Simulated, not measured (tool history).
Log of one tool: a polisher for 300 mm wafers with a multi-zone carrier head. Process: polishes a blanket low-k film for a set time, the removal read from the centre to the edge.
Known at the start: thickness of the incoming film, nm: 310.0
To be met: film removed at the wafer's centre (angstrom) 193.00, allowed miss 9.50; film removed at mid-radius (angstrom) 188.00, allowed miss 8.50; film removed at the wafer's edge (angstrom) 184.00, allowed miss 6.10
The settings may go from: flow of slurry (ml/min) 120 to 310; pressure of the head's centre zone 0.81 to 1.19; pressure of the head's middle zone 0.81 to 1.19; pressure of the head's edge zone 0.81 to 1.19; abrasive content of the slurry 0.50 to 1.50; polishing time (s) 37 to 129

| run | hour | flow of slurry (ml/min) | pressure of the head's centre zone | pressure of the head's middle zone | pressure of the head's edge zone | abrasive content of the slurry | polishing time (s) | film removed at the wafer's centre (angstrom) | film removed at mid-radius (angstrom) | film removed at the wafer's edge (angstrom) |
|---|---|---|---|---|---|---|---|---|---|---|
| 1 | 0.0 | 200 | 1.00 | 1.00 | 1.00 | 1.00 | 83 | 247.78 | 246.17 | 259.67 |
| 2 | 1.0 | 200 | 1.00 | 1.00 | 0.98 | 0.90 | 82 | 229.66 | 226.14 | 236.35 |
| 3 | 1.5 | 200 | 1.00 | 1.00 | 0.98 | 1.00 | 82 | 243.72 | 232.44 | 252.34 |
| 4 | 4.4 | 200 | 1.00 | 1.00 | 0.96 | 0.90 | 82 | 230.04 | 226.46 | 232.24 |
| 5 | 8.5 | 195 | 0.99 | 0.99 | 0.94 | 0.85 | 82 | 216.72 | 214.54 | 221.01 |
| 6 | 9.2 | 195 | 1.04 | 0.99 | 0.94 | 0.85 | 82 | 226.28 | 213.44 | 222.52 |
| 7 | 9.8 | 190 | 1.04 | 0.99 | 0.92 | 0.80 | 82 | 220.08 | 205.03 | 207.75 |
| 8 | 16.7 | 190 | 1.04 | 0.99 | 0.92 | 0.80 | 82 | 218.67 | 206.98 | 209.32 |
| 9 | 18.1 | 185 | 1.03 | 0.99 | 0.90 | 0.80 | 82 | 216.56 | 205.22 | 206.18 |
| 10 | 25.8 | 180 | 1.02 | 0.99 | 0.89 | 0.80 | 82 | 215.36 | 201.24 | 203.15 |
| 11 | 34.6 | 175 | 1.01 | 0.99 | 0.88 | 0.80 | 82 | 207.37 | 202.47 | 204.50 |
| 12 | 40.5 | 175 | 1.01 | 0.99 | 0.87 | 0.80 | 82 | 212.23 | 200.03 | 201.87 |
| 13 | 44.8 | 175 | 1.00 | 0.99 | 0.86 | 0.80 | 82 | 205.18 | 201.83 | 204.66 |
| 14 | 49.6 | 160 | 1.03 | 1.01 | 0.81 | 0.60 | 81 | 159.44 | 154.84 | 150.31 |
| 15 | 50.5 | 180 | 1.03 | 1.01 | 0.82 | 0.60 | 81 | 167.78 | 161.05 | 152.62 |
| 16 | 58.2 | 190 | 1.02 | 1.00 | 0.84 | 0.60 | 81 | 165.05 | 162.29 | 155.98 |
| 17 | 66.9 | 240 | 1.10 | 1.04 | 0.94 | 0.75 | 82 | 229.16 | 205.74 | 209.22 |

5 next moves are on the table. One of them brings every result within its allowed miss. Which?
| A | 75.6 | 245 | 0.99 | 0.87 | 1.18 | 0.85 | 71 | ? | ? | ? |
| B | 75.6 | 215 | 1.14 | 1.10 | 0.85 | 0.60 | 83 | ? | ? | ? |
| C | 75.6 | 250 | 1.09 | 1.07 | 0.98 | 0.75 | 72 | ? | ? | ? |
| D | 75.6 | 230 | 0.81 | 0.99 | 1.19 | 0.90 | 81 | ? | ? | ? |
| E | 75.6 | 305 | 1.08 | 0.83 | 1.01 | 1.00 | 72 | ? | ? | ? |

| move | film removed at the wafer's centre (angstrom) | film removed at mid-radius (angstrom) | film removed at the wafer's edge (angstrom) |
|---|---|---|---|
| A | 189.78 | 168.83 | 221.42 |
| B | 182.77 | 177.34 | 164.90 |
| C | 189.35 | 185.18 | 187.19 |
| D | 194.58 | 219.59 | 261.24 |
| E | 232.29 | 186.97 | 233.86 |
A: further off than the last run
B: takes the result that was furthest off past its target
C: meets every target
D: further off than the last run
E: further off than the last run
Move C is the one to make.

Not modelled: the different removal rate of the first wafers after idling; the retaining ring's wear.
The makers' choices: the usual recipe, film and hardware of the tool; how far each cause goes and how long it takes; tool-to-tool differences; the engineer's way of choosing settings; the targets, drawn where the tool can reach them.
